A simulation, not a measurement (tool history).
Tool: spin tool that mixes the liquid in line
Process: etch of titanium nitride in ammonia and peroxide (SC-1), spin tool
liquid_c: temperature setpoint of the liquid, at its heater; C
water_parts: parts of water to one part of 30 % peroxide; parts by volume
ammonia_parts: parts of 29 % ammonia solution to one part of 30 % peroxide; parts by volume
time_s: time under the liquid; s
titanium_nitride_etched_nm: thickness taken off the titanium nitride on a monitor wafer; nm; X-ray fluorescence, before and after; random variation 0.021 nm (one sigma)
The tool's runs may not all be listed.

run 1 hour=0 | liquid_c=47 water_parts=25 ammonia_parts=0.5 time_s=65 | titanium_nitride_etched_nm=1.5974
run 2 hour=6.7 | liquid_c=48.5 water_parts=25 ammonia_parts=0.5 time_s=65 | titanium_nitride_etched_nm=1.7781
run 3 hour=12.1 | liquid_c=48.5 water_parts=25 ammonia_parts=0.5 time_s=65 | titanium_nitride_etched_nm=1.7766
run 4 hour=16.7 | liquid_c=48.5 water_parts=33.5 ammonia_parts=0.5 time_s=65 | titanium_nitride_etched_nm=1.4859
run 5 hour=19.1 | liquid_c=50 water_parts=33.5 ammonia_parts=0.5 time_s=65 | titanium_nitride_etched_nm=1.6779
run 6 hour=24 | liquid_c=51 water_parts=33.5 ammonia_parts=0.5 time_s=65 | titanium_nitride_etched_nm=1.769
run 7 hour=26.6 | liquid_c=57.5 water_parts=33.5 ammonia_parts=0.5 time_s=65 | titanium_nitride_etched_nm=2.7837

Forecast run 8:
run 8 hour=33.9 | liquid_c=57 water_parts=33.5 ammonia_parts=0.5 time_s=65 | titanium_nitride_etched_nm=?

Run 8 gave titanium_nitride_etched_nm 2.7174 nm.
